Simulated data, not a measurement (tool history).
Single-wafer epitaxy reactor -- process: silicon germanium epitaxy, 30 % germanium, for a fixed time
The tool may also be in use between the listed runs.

run	hour	wafer temperature setpoint (pyrometer-controlled) (K)	chamber pressure (Torr)	mean film thickness on the monitor wafer (angstrom)
1	0	853.15	19.5	392.72
2	4.5	852.15	19.5	384.62
3	5.8	851.15	19.5	375.08
4	6.7	851.15	17.4	356.75
5	8	858.15	17.4	411.11
6	16.4	858.15	20.8	452.38
7	21.2	856.15	20.8	429.85

What will run 8 give?
8	29.2	855.15	20.8	?

{"run 8": {"mean film thickness on the monitor wafer (angstrom)": 423.7}}
